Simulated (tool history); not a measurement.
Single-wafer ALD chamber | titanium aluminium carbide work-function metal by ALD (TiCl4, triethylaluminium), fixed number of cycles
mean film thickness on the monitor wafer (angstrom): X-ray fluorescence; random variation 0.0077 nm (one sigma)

| run | day | heater temperature setpoint (°C) | triethylaluminium pulse time (s) | mean film thickness on the monitor wafer (angstrom) |
|---|---|---|---|---|
| 1 | 0 | 310 | 9.92 | 22.164 |
| 2 | 0.288 | 305 | 9.09 | 21.471 |
| 3 | 0.45 | 301 | 8.48 | 20.932 |
| 4 | 0.783 | 311 | 8.48 | 21.808 |
| 5 | 1.112 | 307 | 7.84 | 21.087 |
| 6 | 1.325 | 307 | 10.57 | 22.049 |
| 7 | 1.633 | 303 | 9.72 | 21.557 |
| 8 | 1.9 | 300 | 8.91 | 21.115 |
| 9 | 2 | 297 | 8.14 | 20.367 |

Run 10 comes next. What will it give?
| 10 | 2.246 | 295 | 7.93 | ? |

{"run 10": {"mean film thickness on the monitor wafer (angstrom)": 20.369}}
